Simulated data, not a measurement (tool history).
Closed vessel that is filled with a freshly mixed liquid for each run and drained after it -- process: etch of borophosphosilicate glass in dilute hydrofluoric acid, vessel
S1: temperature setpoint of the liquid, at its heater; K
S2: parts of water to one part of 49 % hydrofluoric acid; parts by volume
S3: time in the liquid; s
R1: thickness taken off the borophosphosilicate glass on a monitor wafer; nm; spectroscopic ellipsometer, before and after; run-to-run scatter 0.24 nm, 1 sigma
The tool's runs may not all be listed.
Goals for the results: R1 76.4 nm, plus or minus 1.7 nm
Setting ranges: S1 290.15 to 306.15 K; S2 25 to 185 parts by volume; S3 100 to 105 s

Run 1, hour 0: S1 298.15 K, S2 105 parts by volume, S3 100 s. Result: R1 57.153 nm.
Run 2, hour 0.6: S1 300.15 K, S2 105 parts by volume, S3 100 s. Result: R1 62.13 nm.
Run 3, hour 1.7: S1 301.65 K, S2 105 parts by volume, S3 100 s. Result: R1 65.696 nm.
Run 4, hour 9.4: S1 302.65 K, S2 105 parts by volume, S3 100 s. Result: R1 68.162 nm.
Run 5, hour 14.4: S1 303.65 K, S2 105 parts by volume, S3 100 s. Result: R1 71.469 nm.
Run 6, hour 19.5: S1 303.65 K, S2 80 parts by volume, S3 100 s. Result: R1 96.852 nm.
Run 7, hour 27.2: S1 301.65 K, S2 80 parts by volume, S3 100 s. Result: R1 89.572 nm.
Run 8, hour 33.7: S1 300.15 K, S2 80 parts by volume, S3 100 s. Result: R1 84.232 nm.
Run 9, hour 39.4: S1 299.15 K, S2 80 parts by volume, S3 100 s. Result: R1 81.28 nm.
Run 10, hour 42.6: S1 298.65 K, S2 80 parts by volume, S3 100 s. Result: R1 79.257 nm.

Exercise: of the 4 proposed moves below, exactly one satisfies all targets within the stated allowed misses. Which move is it?
Run A, hour 45.8: S1 295.65 K, S2 70 parts by volume, S3 100 s. Result: R1 ?.
Run B, hour 45.8: S1 294.15 K, S2 70 parts by volume, S3 105 s. Result: R1 ?.
Run C, hour 45.8: S1 299.65 K, S2 85 parts by volume, S3 105 s. Result: R1 ?.
Run D, hour 45.8: S1 301.15 K, S2 95 parts by volume, S3 105 s. Result: R1 ?.

move      R1
   A  81.336
   B  80.274
   C  80.992
   D  75.778
A: moves away from the targets compared with the last run
B: moves away from the targets compared with the last run
C: moves away from the targets compared with the last run
D: in spec on every target
So the answer is move D, the one that meets all the targets.
